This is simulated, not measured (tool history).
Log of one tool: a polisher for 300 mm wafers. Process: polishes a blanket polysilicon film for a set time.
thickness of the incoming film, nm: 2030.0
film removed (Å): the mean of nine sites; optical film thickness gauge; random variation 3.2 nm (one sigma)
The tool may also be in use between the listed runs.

run,hour,flow of slurry (ml/min),pressure of the wafer on the pad (psi),speed of the pad under the wafer (m/s),polishing time (s),film removed (Å)
1,0.0,260,2.4,1.06,60,4117.3
2,4.1,230,2.4,1.06,60,4031.2
3,10.4,230,2.3,1.06,60,3937.2
4,11.1,230,2.2,1.04,60,3785.0
5,16.5,230,2.1,1.00,60,3394.1
6,21.3,230,1.6,1.00,60,2775.8
7,26.1,230,1.6,1.00,60,2745.8

Run 8 comes next. What will it give?
8,29.7,230,1.5,1.00,60,?

film removed (Å): 2579.0
